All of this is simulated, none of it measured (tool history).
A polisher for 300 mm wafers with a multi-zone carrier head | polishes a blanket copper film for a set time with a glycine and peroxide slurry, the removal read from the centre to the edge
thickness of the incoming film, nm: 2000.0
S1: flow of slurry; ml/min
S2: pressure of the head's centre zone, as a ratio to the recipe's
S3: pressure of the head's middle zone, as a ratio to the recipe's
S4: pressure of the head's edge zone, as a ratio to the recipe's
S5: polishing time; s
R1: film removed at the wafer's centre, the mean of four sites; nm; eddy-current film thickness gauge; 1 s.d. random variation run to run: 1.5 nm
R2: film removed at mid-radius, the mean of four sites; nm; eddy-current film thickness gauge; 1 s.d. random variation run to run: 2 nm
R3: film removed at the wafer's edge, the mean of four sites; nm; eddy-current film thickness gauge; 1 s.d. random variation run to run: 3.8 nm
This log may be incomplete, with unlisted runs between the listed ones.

run 1 hour=0 | S1=125 S2=1 S3=1 S4=1 S5=45 | R1=202.32 R2=202.74 R3=211.92
run 2 hour=3.3 | S1=130 S2=1 S3=0.98 S4=1.03 S5=46 | R1=206.22 R2=207.21 R3=216.42
run 3 hour=5.3 | S1=120 S2=1 S3=0.95 S4=1.06 S5=48 | R1=210.57 R2=209.19 R3=232.84
run 4 hour=13.2 | S1=120 S2=1.01 S3=0.93 S4=1.08 S5=48 | R1=211.04 R2=201.88 R3=232.31
run 5 hour=20.4 | S1=120 S2=1.01 S3=0.92 S4=1.1 S5=49 | R1=218.66 R2=209.06 R3=234.2
run 6 hour=27.5 | S1=120 S2=1.01 S3=0.92 S4=1.04 S5=49 | R1=214.77 R2=206.16 R3=230.42
run 7 hour=28.2 | S1=115 S2=1.01 S3=0.91 S4=1.06 S5=50 | R1=218.77 R2=202.32 R3=238.19
run 8 hour=31 | S1=110 S2=1.01 S3=0.91 S4=1.07 S5=51 | R1=219.2 R2=206.04 R3=243.41
run 9 hour=32.2 | S1=110 S2=1.01 S3=0.9 S4=1.08 S5=52 | R1=226.65 R2=207.48 R3=241.66

Run 10 comes next. What will it give?
run 10 hour=33.7 | S1=110 S2=1 S3=0.89 S4=1.1 S5=53 | R1=? R2=? R3=?

Run 10 came out at R1 225.85 nm, R2 212.84 nm, R3 247.75 nm.
